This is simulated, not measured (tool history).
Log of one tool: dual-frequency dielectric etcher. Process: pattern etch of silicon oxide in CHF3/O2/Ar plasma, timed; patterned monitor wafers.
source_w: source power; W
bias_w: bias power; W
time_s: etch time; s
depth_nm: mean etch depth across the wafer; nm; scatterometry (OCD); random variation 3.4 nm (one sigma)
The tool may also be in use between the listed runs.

| run | hour | source_w | bias_w | time_s | depth_nm |
|---|---|---|---|---|---|
| 1 | 0 | 870 | 146 | 393 | 786.14 |
| 2 | 4.3 | 840 | 145 | 393 | 767.61 |
| 3 | 6.6 | 820 | 145 | 393 | 752.93 |
| 4 | 10.3 | 810 | 145 | 393 | 755.41 |
| 5 | 17.9 | 810 | 168 | 393 | 802.99 |
| 6 | 24.5 | 810 | 185 | 393 | 828.14 |
| 7 | 25.5 | 770 | 184 | 393 | 811.76 |
| 8 | 27.9 | 730 | 183 | 393 | 792.15 |
| 9 | 35.8 | 700 | 182 | 393 | 782.54 |
| 10 | 43 | 670 | 181 | 393 | 768 |
| 11 | 49.8 | 650 | 181 | 393 | 752.73 |
| 12 | 52.4 | 640 | 181 | 393 | 743.74 |

Forecast run 13:
| 13 | 58.4 | 630 | 181 | 393 | ? |

depth_nm: 742.19 nm

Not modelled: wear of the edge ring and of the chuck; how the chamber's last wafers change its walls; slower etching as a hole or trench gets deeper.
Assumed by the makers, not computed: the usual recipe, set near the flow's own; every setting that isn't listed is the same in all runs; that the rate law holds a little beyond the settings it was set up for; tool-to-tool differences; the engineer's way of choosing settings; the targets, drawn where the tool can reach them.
